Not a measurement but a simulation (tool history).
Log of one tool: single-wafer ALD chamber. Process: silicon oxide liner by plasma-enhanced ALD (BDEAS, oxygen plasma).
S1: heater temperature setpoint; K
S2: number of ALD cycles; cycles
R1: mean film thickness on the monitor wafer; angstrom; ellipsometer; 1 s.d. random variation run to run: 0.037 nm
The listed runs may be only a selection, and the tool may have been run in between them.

run 1 day=0 | S1=588.15 S2=64 | R1=60.265
run 2 day=0.05 | S1=588.15 S2=66 | R1=62.559
run 3 day=0.133 | S1=588.15 S2=60 | R1=56.897
run 4 day=0.162 | S1=588.15 S2=54 | R1=50.808
run 5 day=0.438 | S1=587.15 S2=59 | R1=55.455
-- day=0.533 thermocouple changed; heater temperature recalibrated
run 6 day=0.533 | S1=587.15 S2=55 | R1=51.771
run 7 day=0.692 | S1=587.15 S2=60 | R1=56.419

For run 8, what comes out?
run 8 day=0.9 | S1=587.15 S2=63 | R1=?

R1: 59.291 angstrom
